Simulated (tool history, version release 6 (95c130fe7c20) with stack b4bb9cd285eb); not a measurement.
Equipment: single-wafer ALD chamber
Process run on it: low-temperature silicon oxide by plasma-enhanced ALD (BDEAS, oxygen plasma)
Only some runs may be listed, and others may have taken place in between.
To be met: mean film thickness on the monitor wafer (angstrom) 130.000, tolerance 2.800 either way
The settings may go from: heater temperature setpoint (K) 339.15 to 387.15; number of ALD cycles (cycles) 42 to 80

run    day  heater temperature setpoint (K)  number of ALD cycles (cycles)  mean film thickness on the monitor wafer (angstrom)
  1  0.000                           363.15                             61                                               94.345
  2  0.217                           361.15                             64                                               99.711
  3  0.442                           361.15                             70                                              110.770
  4  0.746                           359.15                             71                                              112.950
  5  0.812                           358.15                             72                                              113.680
  6  0.958                           358.15                             64                                              101.990
  7  1.050                           356.15                             66                                              104.970
  8  1.392                           355.15                             68                                              108.460
  9  1.575                           355.15                             68                                              107.900
 10  1.942                           355.15                             70                                              112.620
 11  2.092                           354.15                             71                                              114.930
     2.271  -- thermocouple changed; heater temperature recalibrated
 12  2.271                           353.15                             72                                              117.960
 13  2.388                           352.15                             73                                              120.100
 14  2.588                           351.15                             73                                              119.570

Which of these 4 next moves meets every target?
  A  2.788                           344.15                             76                                                    ?
  B  2.788                           347.15                             74                                                    ?
  C  2.788                           350.15                             65                                                    ?
  D  2.788                           354.15                             68                                                    ?

move  mean film thickness on the monitor wafer (angstrom)
   A                                              129.690
   B                                              124.880
   C                                              108.460
   D                                              111.750
A: each result inside its tolerance
B: closes in on the targets versus the last run, not all within tolerance yet
C: further off than the last run
D: further off than the last run
A meets every target.
